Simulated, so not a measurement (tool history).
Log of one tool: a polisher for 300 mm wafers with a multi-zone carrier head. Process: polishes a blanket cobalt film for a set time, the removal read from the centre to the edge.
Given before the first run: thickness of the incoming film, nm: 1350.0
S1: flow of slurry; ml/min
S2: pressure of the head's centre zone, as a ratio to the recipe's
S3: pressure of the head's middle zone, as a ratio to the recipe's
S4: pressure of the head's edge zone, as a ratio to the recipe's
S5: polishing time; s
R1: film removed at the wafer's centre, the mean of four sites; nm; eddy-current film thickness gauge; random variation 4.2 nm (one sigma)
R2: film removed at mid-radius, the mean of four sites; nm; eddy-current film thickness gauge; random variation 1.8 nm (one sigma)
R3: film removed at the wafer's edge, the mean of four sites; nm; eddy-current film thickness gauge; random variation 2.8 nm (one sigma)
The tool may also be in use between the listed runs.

run  hour   S1    S2    S3    S4  S5      R1      R2      R3
  1     0  125     1     1     1  56  192.97  189.86  189.64
  2     2  130  1.02  0.99  1.03  59  202.67  198.46  205.88
  3   8.4  135  1.05  0.98  1.04  62  220.26  211.93  217.94
  4  13.9  140  1.07  0.96  1.05  65  237.96  216.43  231.97
  5  21.4  145  1.09  0.96  1.07  67  256.45  226.97   244.1
  6  25.4  145  1.09  0.96  1.13  67  253.69  229.17  245.59
  7  31.6  150  1.09  0.95  1.13  69  257.63   233.7  255.42
  8  32.9  155   1.1  0.95  1.13  70  268.97  239.38   262.7
  9  35.9  160  1.11  0.95  1.14  71  280.29  241.87  269.26

Run 10 is up next; what results do you expect?
 10    40  165  1.11  0.95  1.15  72   ?   ?   ?

Run 10 measured R1 286.66 nm, R2 249.41 nm, R3 275.67 nm.

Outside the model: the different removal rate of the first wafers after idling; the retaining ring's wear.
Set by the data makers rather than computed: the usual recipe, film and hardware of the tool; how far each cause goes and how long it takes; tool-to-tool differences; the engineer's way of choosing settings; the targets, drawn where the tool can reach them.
